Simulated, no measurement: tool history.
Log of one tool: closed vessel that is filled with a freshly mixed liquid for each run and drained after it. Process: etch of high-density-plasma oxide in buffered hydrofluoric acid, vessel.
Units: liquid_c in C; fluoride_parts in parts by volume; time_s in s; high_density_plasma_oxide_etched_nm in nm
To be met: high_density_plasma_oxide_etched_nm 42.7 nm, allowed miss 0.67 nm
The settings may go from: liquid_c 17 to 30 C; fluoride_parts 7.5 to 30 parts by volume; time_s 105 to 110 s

| run | day | liquid_c | fluoride_parts | time_s | high_density_plasma_oxide_etched_nm |
|---|---|---|---|---|---|
| 1 | 0 | 22 | 20.5 | 105 | 53.862 |
| 2 | 0.138 | 24 | 20.5 | 105 | 60.258 |
| 3 | 0.192 | 24 | 16 | 105 | 76.492 |
| 4 | 0.242 | 25.5 | 16 | 105 | 82.377 |
| 5 | 0.35 | 25.5 | 16 | 110 | 86.759 |
| 6 | 0.533 | 23 | 18 | 110 | 67.712 |
| 7 | 0.908 | 21 | 18.5 | 110 | 58.801 |
| 8 | 1.225 | 19.5 | 19 | 110 | 53.028 |
| 9 | 1.45 | 18.5 | 19.5 | 110 | 48.172 |
| 10 | 1.612 | 18 | 19.5 | 110 | 47.032 |
| 11 | 1.8 | 17.5 | 19.5 | 110 | 45.718 |
| 12 | 1.875 | 17.5 | 19.5 | 110 | 45.565 |
| 13 | 2.008 | 17 | 20 | 110 | 43.656 |
| 14 | 2.35 | 17 | 20 | 110 | 43.589 |

4 next moves are on the table. One of them brings every result within its allowed miss. Which?
| A | 2.692 | 20 | 25.5 | 105 | ? |
| B | 2.692 | 17 | 19.5 | 105 | ? |
| C | 2.692 | 19 | 22.5 | 110 | ? |
| D | 2.692 | 17 | 20.5 | 105 | ? |

| move | high_density_plasma_oxide_etched_nm |
|---|---|
| A | 41.731 |
| B | 42.687 |
| C | 45.054 |
| D | 40.927 |
A: takes the result that was furthest off past its target
B: meets every target
C: further off than the last run
D: takes the result that was furthest off past its target
Move B is the one to make.
